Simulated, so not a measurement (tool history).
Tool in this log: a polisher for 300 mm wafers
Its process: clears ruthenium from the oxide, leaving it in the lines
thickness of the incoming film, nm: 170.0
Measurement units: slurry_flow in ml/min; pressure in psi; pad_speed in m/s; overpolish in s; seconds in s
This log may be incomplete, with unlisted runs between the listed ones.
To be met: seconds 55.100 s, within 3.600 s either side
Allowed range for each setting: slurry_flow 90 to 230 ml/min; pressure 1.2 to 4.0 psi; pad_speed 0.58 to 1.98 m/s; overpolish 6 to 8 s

run	hour	slurry_flow	pressure	pad_speed	overpolish	seconds
1	0.0	150	2.6	1.28	8	109.030
2	6.0	150	2.6	1.28	8	109.150
3	14.1	150	2.6	1.28	6	106.970
4	18.0	185	2.6	1.28	6	101.110
5	23.7	185	2.2	1.28	6	118.780
6	31.4	185	2.6	1.30	6	100.710
7	37.3	190	3.3	1.48	6	71.217
# hour 45.7: slurry nozzle cleaned
8	45.7	190	3.4	1.50	6	63.420
9	53.9	190	3.5	1.50	6	62.637
10	59.3	190	3.6	1.50	6	62.361

Next run, 4 choices. One meets every target within its allowed miss, the rest don't. Which?
A	64.7	185	4.0	1.66	6	?
B	64.7	215	3.6	1.62	6	?
C	64.7	230	3.9	1.66	8	?
D	64.7	220	3.5	1.46	6	?

move	seconds
A	49.341
B	54.550
C	49.059
D	61.776
A: the result that was furthest off in the last run now lies on the other side of its target
B: meets every target
C: the result that was furthest off in the last run now lies on the other side of its target
D: nearer than the last run, and not there yet
The move that meets every target is B.

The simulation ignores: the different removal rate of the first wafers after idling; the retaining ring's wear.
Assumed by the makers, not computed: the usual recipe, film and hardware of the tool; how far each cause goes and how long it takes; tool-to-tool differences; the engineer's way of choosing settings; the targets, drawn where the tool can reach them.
